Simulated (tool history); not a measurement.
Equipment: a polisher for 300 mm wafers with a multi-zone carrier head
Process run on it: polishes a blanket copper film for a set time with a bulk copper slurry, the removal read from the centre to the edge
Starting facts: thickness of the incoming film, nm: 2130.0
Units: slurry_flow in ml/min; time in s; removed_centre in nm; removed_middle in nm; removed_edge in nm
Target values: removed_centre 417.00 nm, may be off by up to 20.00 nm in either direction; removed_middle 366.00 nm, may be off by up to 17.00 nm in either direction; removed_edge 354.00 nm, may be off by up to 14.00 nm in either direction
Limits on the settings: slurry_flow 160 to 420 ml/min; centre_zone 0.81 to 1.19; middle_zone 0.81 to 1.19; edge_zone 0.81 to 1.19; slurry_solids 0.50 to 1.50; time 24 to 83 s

run,hour,slurry_flow,centre_zone,middle_zone,edge_zone,slurry_solids,time,removed_centre,removed_middle,removed_edge
1,0.0,270,1.00,1.00,1.00,1.00,53,431.81,429.23,416.48
2,8.9,270,1.01,0.99,0.98,0.95,53,436.36,412.13,410.24
3,17.3,270,1.01,0.99,0.96,0.90,53,424.19,412.19,402.37
4,25.6,270,1.01,0.93,0.96,0.90,53,425.40,383.07,402.19
5,29.6,270,1.02,0.94,0.94,0.85,53,421.39,388.80,398.34
6,35.1,270,1.04,0.94,0.93,0.85,52,419.79,378.54,382.61
7,42.2,270,1.05,0.94,0.92,0.85,52,429.18,387.40,378.93
8,46.3,270,1.05,0.94,0.91,0.85,52,421.31,380.41,378.97
9,52.1,270,1.06,0.94,0.90,0.85,52,424.30,384.83,387.95
10,58.8,270,1.07,0.94,0.90,0.80,52,420.12,371.65,375.26
# hour 64.6: worn pad replaced by a new one
11,64.6,270,1.08,0.94,0.89,0.80,52,460.82,403.36,392.92
12,66.2,270,1.08,0.94,0.88,0.80,52,454.46,399.25,395.15
13,74.3,270,1.08,0.94,0.88,0.75,51,443.54,377.86,367.49
14,77.6,270,1.07,0.94,0.88,0.75,51,428.09,377.10,373.42

Of the 4 settings listed for the next run, only one would bring every result within its allowed miss of target. Which one?
A,80.9,235,0.93,0.85,0.93,0.70,57,?,?,?
B,80.9,300,1.03,0.94,0.90,0.70,54,?,?,?
C,80.9,285,1.12,0.99,0.95,0.85,45,?,?,?
D,80.9,300,1.03,0.91,0.94,0.85,49,?,?,?

move,removed_centre,removed_middle,removed_edge
A,409.04,377.14,413.22
B,444.11,399.79,393.79
C,421.40,364.04,352.47
D,424.08,371.62,383.91
A: moves away from the targets compared with the last run
B: moves away from the targets compared with the last run
C: each result inside its tolerance
D: moves away from the targets compared with the last run
The move that meets every target is C.
